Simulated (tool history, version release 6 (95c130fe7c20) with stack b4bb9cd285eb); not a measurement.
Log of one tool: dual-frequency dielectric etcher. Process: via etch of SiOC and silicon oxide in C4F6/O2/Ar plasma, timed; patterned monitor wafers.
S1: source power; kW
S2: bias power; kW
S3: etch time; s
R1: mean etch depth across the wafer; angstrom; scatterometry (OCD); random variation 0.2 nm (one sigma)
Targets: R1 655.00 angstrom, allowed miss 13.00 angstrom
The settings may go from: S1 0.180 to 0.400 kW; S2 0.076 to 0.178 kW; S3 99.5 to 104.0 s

{"run": 1, "hour": 0.0, "S1": 0.29, "S2": 0.127, "S3": 99.5, "R1": 803.97}
{"run": 2, "hour": 6.2, "S1": 0.29, "S2": 0.145, "S3": 99.5, "R1": 851.43}
{"run": 3, "hour": 8.6, "S1": 0.26, "S2": 0.133, "S3": 99.5, "R1": 776.53}
{"run": 4, "hour": 11.0, "S1": 0.26, "S2": 0.116, "S3": 99.5, "R1": 734.94}
{"run": 5, "hour": 12.8, "S1": 0.26, "S2": 0.116, "S3": 104.0, "R1": 763.18}
{"run": 6, "hour": 17.5, "S1": 0.26, "S2": 0.116, "S3": 99.5, "R1": 730.85}
{"run": 7, "hour": 22.8, "S1": 0.24, "S2": 0.115, "S3": 99.5, "R1": 694.1}
{"run": 8, "hour": 31.6, "S1": 0.24, "S2": 0.115, "S3": 99.5, "R1": 696.69}
{"run": 9, "hour": 38.2, "S1": 0.23, "S2": 0.115, "S3": 99.5, "R1": 683.74}

4 next moves are on the table. One of them brings every result within its allowed miss. Which?
{"run": "A", "hour": 44.8, "S1": 0.24, "S2": 0.106, "S3": 103.0, "R1": "?"}
{"run": "B", "hour": 44.8, "S1": 0.25, "S2": 0.088, "S3": 103.0, "R1": "?"}
{"run": "C", "hour": 44.8, "S1": 0.23, "S2": 0.114, "S3": 99.5, "R1": "?"}
{"run": "D", "hour": 44.8, "S1": 0.23, "S2": 0.111, "S3": 101.5, "R1": "?"}

move=A R1=695.35
move=B R1=658.38
move=C R1=675.66
move=D R1=681.60
A: further off than the last run
B: meets every target
C: nearer than the last run, and not there yet
D: nearer than the last run, and not there yet
The right move is B.
